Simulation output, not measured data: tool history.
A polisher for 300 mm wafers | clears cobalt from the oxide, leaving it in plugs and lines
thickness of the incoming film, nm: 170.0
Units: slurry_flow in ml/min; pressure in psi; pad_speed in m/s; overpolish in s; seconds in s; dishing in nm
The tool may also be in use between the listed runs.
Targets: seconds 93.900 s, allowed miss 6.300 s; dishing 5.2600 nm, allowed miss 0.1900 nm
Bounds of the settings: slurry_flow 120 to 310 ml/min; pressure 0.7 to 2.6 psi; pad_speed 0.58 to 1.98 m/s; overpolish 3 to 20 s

run 1 hour=0.0 | slurry_flow=200 pressure=1.6 pad_speed=1.28 overpolish=10 | seconds=45.301 dishing=22.7650
run 2 hour=1.5 | slurry_flow=200 pressure=1.6 pad_speed=1.16 overpolish=10 | seconds=49.062 dishing=21.6220
run 3 hour=7.8 | slurry_flow=190 pressure=1.5 pad_speed=1.08 overpolish=9 | seconds=56.613 dishing=19.4920
run 4 hour=14.0 | slurry_flow=155 pressure=1.5 pad_speed=1.08 overpolish=9 | seconds=61.034 dishing=18.1970
run 5 hour=17.2 | slurry_flow=155 pressure=1.2 pad_speed=1.08 overpolish=9 | seconds=70.330 dishing=16.3930
-- hour=21.8 slurry nozzle cleaned
run 6 hour=21.8 | slurry_flow=150 pressure=1.1 pad_speed=1.02 overpolish=8 | seconds=72.748 dishing=14.8330
run 7 hour=26.5 | slurry_flow=145 pressure=1.0 pad_speed=0.96 overpolish=7 | seconds=80.959 dishing=12.2650
run 8 hour=33.6 | slurry_flow=145 pressure=1.0 pad_speed=0.96 overpolish=7 | seconds=78.212 dishing=12.2310
run 9 hour=35.5 | slurry_flow=140 pressure=1.0 pad_speed=0.92 overpolish=6 | seconds=84.493 dishing=10.3620
run 10 hour=37.0 | slurry_flow=120 pressure=0.9 pad_speed=0.58 overpolish=3 | seconds=146.900 dishing=3.3871
run 11 hour=44.8 | slurry_flow=135 pressure=1.0 pad_speed=0.58 overpolish=3 | seconds=133.640 dishing=3.7774
run 12 hour=47.3 | slurry_flow=150 pressure=1.1 pad_speed=0.58 overpolish=3 | seconds=121.280 dishing=4.0866
run 13 hour=50.9 | slurry_flow=160 pressure=1.1 pad_speed=0.58 overpolish=3 | seconds=119.980 dishing=4.1149
run 14 hour=59.2 | slurry_flow=170 pressure=1.1 pad_speed=0.58 overpolish=3 | seconds=123.950 dishing=4.1287

Which of these 4 next moves meets every target?
run A hour=67.5 | slurry_flow=235 pressure=1.0 pad_speed=0.64 overpolish=3 | seconds=? dishing=?
run B hour=67.5 | slurry_flow=200 pressure=1.1 pad_speed=0.84 overpolish=3 | seconds=? dishing=?
run C hour=67.5 | slurry_flow=120 pressure=1.3 pad_speed=0.72 overpolish=3 | seconds=? dishing=?
run D hour=67.5 | slurry_flow=180 pressure=0.9 pad_speed=0.72 overpolish=4 | seconds=? dishing=?

move=A seconds=114.380 dishing=4.4357
move=B seconds=84.098 dishing=5.8769
move=C seconds=93.571 dishing=5.3335
move=D seconds=114.080 dishing=5.7917
A: nearer than the last run, and not there yet
B: takes the result that was furthest off past its target
C: meets every target
D: takes the result that was furthest off past its target
Answer: C

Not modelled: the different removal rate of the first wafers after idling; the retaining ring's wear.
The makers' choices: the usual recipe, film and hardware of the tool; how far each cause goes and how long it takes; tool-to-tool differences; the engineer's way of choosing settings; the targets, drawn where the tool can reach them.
